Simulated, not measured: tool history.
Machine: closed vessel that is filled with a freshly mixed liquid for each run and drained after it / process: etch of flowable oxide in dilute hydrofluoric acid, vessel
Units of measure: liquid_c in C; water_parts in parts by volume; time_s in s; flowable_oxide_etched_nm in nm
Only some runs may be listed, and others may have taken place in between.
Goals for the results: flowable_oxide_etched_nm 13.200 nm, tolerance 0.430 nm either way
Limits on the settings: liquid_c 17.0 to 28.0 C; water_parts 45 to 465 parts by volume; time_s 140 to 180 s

| run | day | liquid_c | water_parts | time_s | flowable_oxide_etched_nm |
|---|---|---|---|---|---|
| 1 | 0.000 | 20.0 | 255 | 180 | 17.804 |
| 2 | 0.079 | 20.0 | 180 | 180 | 27.201 |
| 3 | 0.446 | 19.5 | 195 | 180 | 24.376 |
| 4 | 0.638 | 19.5 | 195 | 140 | 18.839 |
| 5 | 0.842 | 19.5 | 110 | 140 | 37.129 |
| 6 | 0.921 | 19.5 | 175 | 140 | 21.218 |
| 7 | 1.129 | 19.0 | 180 | 140 | 20.535 |
| 8 | 1.458 | 18.5 | 185 | 140 | 19.582 |
| 9 | 1.667 | 17.0 | 270 | 140 | 11.520 |

4 candidate next runs follow, results not yet known. Just one meets every target within its allowed miss. Identify it.
| A | 1.875 | 18.0 | 305 | 160 | ? |
| B | 1.875 | 17.0 | 240 | 140 | ? |
| C | 1.875 | 17.0 | 305 | 170 | ? |
| D | 1.875 | 21.0 | 295 | 140 | ? |

| move | flowable_oxide_etched_nm |
|---|---|
| A | 11.749 |
| B | 13.302 |
| C | 12.023 |
| D | 11.972 |
A: gains on the last run, yet a result remains outside its allowed miss
B: hits every target within its allowed miss
C: gains on the last run, yet a result remains outside its allowed miss
D: gains on the last run, yet a result remains outside its allowed miss
B is the move that brings every result within its allowed miss.

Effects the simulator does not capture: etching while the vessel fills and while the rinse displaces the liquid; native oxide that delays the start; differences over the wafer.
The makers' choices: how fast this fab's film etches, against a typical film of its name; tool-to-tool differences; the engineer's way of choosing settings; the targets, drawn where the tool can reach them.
